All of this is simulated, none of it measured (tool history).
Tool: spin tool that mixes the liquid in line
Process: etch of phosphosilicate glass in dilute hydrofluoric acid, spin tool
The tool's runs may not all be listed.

run	hour	temperature setpoint of the liquid (°C)	parts of water to one part of 49 % hydrofluoric acid (parts by volume)	time under the liquid (s)	thickness taken off the phosphosilicate glass on a monitor wafer (angstrom)
1	0.0	25.0	45	50	1455.6
2	5.2	26.0	45	50	1519.8
3	6.8	26.5	45	50	1546.7
4	14.3	26.5	35	50	2013.1
5	18.3	25.5	35	50	1934.8
6	23.4	24.5	35	50	1859.4

Run 7 comes next. What will it give?
7	30.3	24.0	35	50	?

Run 7 gave thickness taken off the phosphosilicate glass on a monitor wafer (angstrom) 1828.0.
